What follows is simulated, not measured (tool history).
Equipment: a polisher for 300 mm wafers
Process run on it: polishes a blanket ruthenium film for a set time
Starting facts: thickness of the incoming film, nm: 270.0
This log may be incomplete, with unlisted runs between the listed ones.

run,hour,flow of slurry (ml/min),pressure of the wafer on the pad (psi),speed of the pad under the wafer (m/s),polishing time (s),film removed (angstrom)
1,0,140,2.4,1.26,30,470.87
2,1.3,140,2.9,1.26,30,563.2
3,9,140,2.5,1.26,30,485.09
4,14.6,170,2.5,1.26,30,494.67
5,21,170,2.5,1.56,30,610.69
6,29,170,2.1,1.56,30,524.5
7,30.2,170,2.3,1.56,30,562.27

The next listed run, before its measurement:
# hour 33.1: head pressure recalibrated
8,33.1,170,2.3,1.56,30,?

For run 8 the tool returned film removed (angstrom) 606.14.
